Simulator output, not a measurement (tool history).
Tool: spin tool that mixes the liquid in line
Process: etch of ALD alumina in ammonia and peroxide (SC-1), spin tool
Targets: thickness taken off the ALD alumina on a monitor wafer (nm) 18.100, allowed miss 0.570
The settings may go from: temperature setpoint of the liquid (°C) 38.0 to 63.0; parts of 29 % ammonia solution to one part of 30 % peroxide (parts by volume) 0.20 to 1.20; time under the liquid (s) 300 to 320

run,hour,temperature setpoint of the liquid (°C),parts of 29 % ammonia solution to one part of 30 % peroxide (parts by volume),time under the liquid (s),thickness taken off the ALD alumina on a monitor wafer (nm)
1,0.0,47.0,0.85,300,12.807
2,0.8,47.0,0.85,300,12.790
3,7.9,47.0,0.85,300,12.494
4,13.8,47.0,0.70,300,12.510
5,15.6,47.0,0.45,300,11.939
6,23.8,47.0,0.75,300,12.691
7,32.4,49.0,0.75,300,14.020
8,33.8,50.5,0.75,300,15.282
9,35.7,51.5,0.75,300,16.044
10,44.6,52.5,0.75,300,17.215

5 next moves are on the table. One of them brings every result within its allowed miss. Which?
A,53.5,51.0,0.75,305,?
B,53.5,52.0,0.60,300,?
C,53.5,54.0,0.50,300,?
D,53.5,50.0,0.85,320,?
E,53.5,52.0,0.70,300,?

move,thickness taken off the ALD alumina on a monitor wafer (nm)
A,16.015
B,16.304
C,17.890
D,16.078
E,16.545
A: further off than the last run
B: further off than the last run
C: meets every target
D: further off than the last run
E: further off than the last run
Answer: C

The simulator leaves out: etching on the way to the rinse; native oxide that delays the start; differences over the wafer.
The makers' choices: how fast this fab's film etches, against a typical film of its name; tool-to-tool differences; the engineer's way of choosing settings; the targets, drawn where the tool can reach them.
